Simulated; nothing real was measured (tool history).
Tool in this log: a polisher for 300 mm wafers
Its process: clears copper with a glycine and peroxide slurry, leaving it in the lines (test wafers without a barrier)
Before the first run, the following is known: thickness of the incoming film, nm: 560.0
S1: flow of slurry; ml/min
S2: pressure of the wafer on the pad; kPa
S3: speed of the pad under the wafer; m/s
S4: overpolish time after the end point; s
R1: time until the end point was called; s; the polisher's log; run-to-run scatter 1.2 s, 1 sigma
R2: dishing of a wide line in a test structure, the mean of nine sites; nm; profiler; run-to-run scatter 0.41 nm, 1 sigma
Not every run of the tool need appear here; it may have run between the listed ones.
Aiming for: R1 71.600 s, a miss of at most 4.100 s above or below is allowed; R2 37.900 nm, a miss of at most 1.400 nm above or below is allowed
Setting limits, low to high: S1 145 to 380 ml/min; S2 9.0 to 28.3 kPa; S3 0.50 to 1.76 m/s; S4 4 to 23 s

Run 1, day 0.000: S1 245 ml/min, S2 18.6 kPa, S3 1.12 m/s, S4 12 s. Result: R1 107.390 s, R2 42.140 nm.
Run 2, day 0.150: S1 245 ml/min, S2 19.3 kPa, S3 1.12 m/s, S4 11 s. Result: R1 102.830 s, R2 39.967 nm.
Run 3, day 0.467: S1 245 ml/min, S2 20.0 kPa, S3 1.12 m/s, S4 11 s. Result: R1 100.820 s, R2 41.175 nm.
Run 4, day 0.688: S1 245 ml/min, S2 20.7 kPa, S3 1.12 m/s, S4 10 s. Result: R1 93.335 s, R2 39.541 nm.
Run 5, day 0.862: S1 215 ml/min, S2 20.7 kPa, S3 1.12 m/s, S4 10 s. Result: R1 98.638 s, R2 39.140 nm.
Run 6, day 1.204: S1 215 ml/min, S2 20.7 kPa, S3 1.12 m/s, S4 14 s. Result: R1 97.430 s, R2 49.030 nm.
Run 7, day 1.492: S1 220 ml/min, S2 21.4 kPa, S3 1.12 m/s, S4 13 s. Result: R1 95.262 s, R2 48.748 nm.
Run 8, day 1.542: S1 225 ml/min, S2 22.1 kPa, S3 1.12 m/s, S4 12 s. Result: R1 95.680 s, R2 46.682 nm.
Run 9, day 1.571: S1 225 ml/min, S2 22.1 kPa, S3 1.12 m/s, S4 12 s. Result: R1 96.892 s, R2 46.157 nm.
Run 10, day 1.692: S1 235 ml/min, S2 26.9 kPa, S3 1.22 m/s, S4 6 s. Result: R1 75.901 s, R2 33.293 nm.

5 next moves are on the table. One of them brings every result within its allowed miss. Which?
Run A, day 1.812: S1 195 ml/min, S2 22.8 kPa, S3 1.22 m/s, S4 8 s. Result: R1 ?, R2 ?.
Run B, day 1.812: S1 240 ml/min, S2 26.9 kPa, S3 1.18 m/s, S4 8 s. Result: R1 ?, R2 ?.
Run C, day 1.812: S1 145 ml/min, S2 28.3 kPa, S3 1.28 m/s, S4 7 s. Result: R1 ?, R2 ?.
Run D, day 1.812: S1 225 ml/min, S2 28.3 kPa, S3 1.04 m/s, S4 7 s. Result: R1 ?, R2 ?.
Run E, day 1.812: S1 220 ml/min, S2 25.5 kPa, S3 1.08 m/s, S4 9 s. Result: R1 ?, R2 ?.

move      R1      R2
   A  85.975  36.383
   B  75.722  40.397
   C  71.855  37.951
   D  81.379  34.492
   E  85.809  40.172
A: the biggest miss grows against the last run
B: carries the result that was furthest off beyond its target, to the other side
C: every result lands within tolerance
D: better than the last run, though not everything is in spec
E: carries the result that was furthest off beyond its target, to the other side
C meets every target.

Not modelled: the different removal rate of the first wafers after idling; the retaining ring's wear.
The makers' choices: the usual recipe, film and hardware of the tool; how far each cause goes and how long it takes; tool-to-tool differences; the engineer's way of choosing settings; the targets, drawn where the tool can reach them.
